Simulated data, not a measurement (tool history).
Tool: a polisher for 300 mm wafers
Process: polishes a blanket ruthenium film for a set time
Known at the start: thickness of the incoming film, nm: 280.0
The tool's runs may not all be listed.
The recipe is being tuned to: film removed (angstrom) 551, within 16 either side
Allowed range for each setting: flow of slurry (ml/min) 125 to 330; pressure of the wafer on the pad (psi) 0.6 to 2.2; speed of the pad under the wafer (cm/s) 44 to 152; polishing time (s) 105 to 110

run,hour,flow of slurry (ml/min),pressure of the wafer on the pad (psi),speed of the pad under the wafer (cm/s),polishing time (s),film removed (angstrom)
1,0,210,1.4,98,105,815.85
2,0.9,250,1.4,98,105,829.81
3,4.3,250,1.4,108,105,917.77
4,11.8,230,1.4,108,105,898.77
5,19.6,225,1.2,108,105,783.34
6,25.1,220,1.1,108,105,747.17
7,30.1,220,1,108,105,685.73
8,32.6,220,0.9,108,105,620.12
9,38.8,220,0.8,108,105,565.74

4 next moves are on the table. One of them brings every result within its allowed miss. Which?
A,45,225,0.7,108,110,?
B,45,270,0.8,110,106,?
C,45,240,0.7,126,106,?
D,45,195,0.7,124,105,?

move,film removed (angstrom)
A,540.4
B,597.84
C,609.99
D,578.6
A: every result lands within tolerance
B: lands further from the targets than the last run did
C: lands further from the targets than the last run did
D: lands further from the targets than the last run did
A meets every target.
